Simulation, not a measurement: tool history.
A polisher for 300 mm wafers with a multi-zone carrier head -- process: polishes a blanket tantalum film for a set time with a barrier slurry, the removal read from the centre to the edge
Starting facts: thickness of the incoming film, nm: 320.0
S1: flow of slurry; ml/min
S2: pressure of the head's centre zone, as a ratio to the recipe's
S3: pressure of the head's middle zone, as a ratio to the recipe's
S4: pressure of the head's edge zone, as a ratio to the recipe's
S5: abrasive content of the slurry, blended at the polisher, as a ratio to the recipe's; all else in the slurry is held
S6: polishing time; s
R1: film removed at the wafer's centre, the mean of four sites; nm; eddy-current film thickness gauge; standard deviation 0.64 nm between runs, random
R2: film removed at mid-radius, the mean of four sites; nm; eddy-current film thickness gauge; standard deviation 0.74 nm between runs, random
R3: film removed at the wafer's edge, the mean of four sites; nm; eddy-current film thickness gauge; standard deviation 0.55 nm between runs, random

| run | hour | S1 | S2 | S3 | S4 | S5 | S6 | R1 | R2 | R3 |
|---|---|---|---|---|---|---|---|---|---|---|
| 1 | 0 | 205 | 1 | 1 | 1 | 1 | 67 | 134.63 | 130.7 | 129.69 |
| 2 | 1.9 | 205 | 1 | 1 | 1 | 1 | 51 | 99.933 | 100.33 | 97.23 |
| 3 | 8.2 | 200 | 0.98 | 0.97 | 0.96 | 0.85 | 49 | 89.981 | 88.178 | 85.569 |
| 4 | 12.9 | 200 | 0.98 | 0.97 | 0.96 | 1 | 49 | 95.654 | 92.327 | 93.589 |
| 5 | 18.5 | 160 | 0.98 | 0.97 | 0.96 | 1 | 49 | 92.948 | 91.408 | 90.448 |
| 6 | 27.3 | 155 | 0.95 | 0.94 | 0.93 | 0.85 | 49 | 82.84 | 83.535 | 82.973 |
| 7 | 34.7 | 155 | 0.94 | 0.92 | 0.91 | 0.75 | 49 | 78.157 | 76.894 | 78.729 |
| 8 | 42.9 | 155 | 0.94 | 0.92 | 0.89 | 0.7 | 49 | 75.068 | 74.246 | 74.829 |

Run 9, settings as shown, results not yet in. Your forecast:
| 9 | 49.8 | 155 | 0.94 | 0.92 | 0.87 | 0.7 | 49 | ? | ? | ? |

{"run 9": {"R1": 76.384, "R2": 75.357, "R3": 74.575}}
